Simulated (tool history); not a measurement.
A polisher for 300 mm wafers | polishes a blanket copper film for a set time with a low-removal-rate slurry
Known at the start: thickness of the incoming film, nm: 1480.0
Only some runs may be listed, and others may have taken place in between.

run,hour,flow of slurry (ml/min),pressure of the wafer on the pad (kPa),speed of the pad under the wafer (cm/s),abrasive content of the slurry,polishing time (s),film removed (nm)
1,0.0,265,21.4,132,1.0,48,187.85
2,5.1,265,19.3,132,1.0,48,164.77
3,5.9,265,22.1,132,1.0,48,191.56
4,11.2,265,20.0,132,1.0,48,173.70
5,19.8,265,20.0,132,1.0,42,152.81
6,25.8,265,19.3,132,1.0,42,146.41

Forecast run 7:
7,26.8,265,18.6,132,1.0,42,?

film removed (nm): 140.53

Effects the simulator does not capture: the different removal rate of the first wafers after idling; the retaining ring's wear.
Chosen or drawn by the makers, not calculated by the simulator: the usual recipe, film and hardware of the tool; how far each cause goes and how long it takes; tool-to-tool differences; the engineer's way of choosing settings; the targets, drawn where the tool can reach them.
